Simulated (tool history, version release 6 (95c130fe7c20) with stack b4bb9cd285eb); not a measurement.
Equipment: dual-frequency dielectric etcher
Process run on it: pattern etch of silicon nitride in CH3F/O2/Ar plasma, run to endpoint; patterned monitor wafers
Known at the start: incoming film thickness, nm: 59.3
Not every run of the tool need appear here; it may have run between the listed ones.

run	hour	source power (W)	bias power (W)	endpoint time (s)
1	0.0	480	67	90.032
2	3.6	510	68	87.296
3	6.9	510	62	90.717
4	14.2	540	64	87.151
5	19.5	540	57	90.752
6	20.9	560	59	88.381
7	29.7	580	61	85.306
8	35.6	580	61	85.270

For run 9, what comes out?
9	36.2	580	61	?

{"run 9": {"endpoint time (s)": 86.122}}

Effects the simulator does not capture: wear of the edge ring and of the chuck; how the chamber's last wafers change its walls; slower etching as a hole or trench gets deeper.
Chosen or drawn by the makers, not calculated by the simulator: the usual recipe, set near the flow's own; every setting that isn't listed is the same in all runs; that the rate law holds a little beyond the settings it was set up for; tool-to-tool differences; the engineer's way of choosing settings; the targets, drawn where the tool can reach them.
